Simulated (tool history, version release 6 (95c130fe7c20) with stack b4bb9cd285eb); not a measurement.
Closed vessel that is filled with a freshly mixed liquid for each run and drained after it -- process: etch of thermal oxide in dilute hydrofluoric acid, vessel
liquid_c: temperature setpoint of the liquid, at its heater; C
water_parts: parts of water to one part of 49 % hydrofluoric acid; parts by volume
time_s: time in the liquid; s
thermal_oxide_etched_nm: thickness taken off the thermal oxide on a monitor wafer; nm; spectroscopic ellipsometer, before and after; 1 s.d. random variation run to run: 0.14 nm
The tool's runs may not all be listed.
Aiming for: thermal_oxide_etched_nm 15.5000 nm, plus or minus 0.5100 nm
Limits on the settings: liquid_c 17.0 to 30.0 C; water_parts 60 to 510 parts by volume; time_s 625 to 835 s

run,hour,liquid_c,water_parts,time_s,thermal_oxide_etched_nm
1,0.0,22.0,285,835,10.8250
2,6.1,23.5,280,835,11.3980
3,14.4,24.5,270,835,12.3900
4,16.3,25.5,265,835,13.2040
5,24.1,25.5,365,835,8.6252
6,32.9,22.0,365,835,7.6993
7,39.0,23.5,340,835,8.8084
8,44.8,23.5,340,835,8.7121
9,53.6,24.5,320,835,10.1030
10,57.1,28.5,265,835,14.6350
11,63.4,28.5,265,835,14.6170
12,67.6,29.0,265,835,14.6530

Exactly one of the 4 candidate moves below puts every result within its allowed miss. Which one?
A,71.8,30.0,230,625,?
B,71.8,24.5,250,835,?
C,71.8,26.5,230,835,?
D,71.8,29.5,260,835,?

move,thermal_oxide_etched_nm
A,13.9240
B,13.8330
C,16.4870
D,15.6300
A: the biggest miss grows against the last run
B: the biggest miss grows against the last run
C: carries the result that was furthest off beyond its target, to the other side
D: every result lands within tolerance
Move D is the one to make.
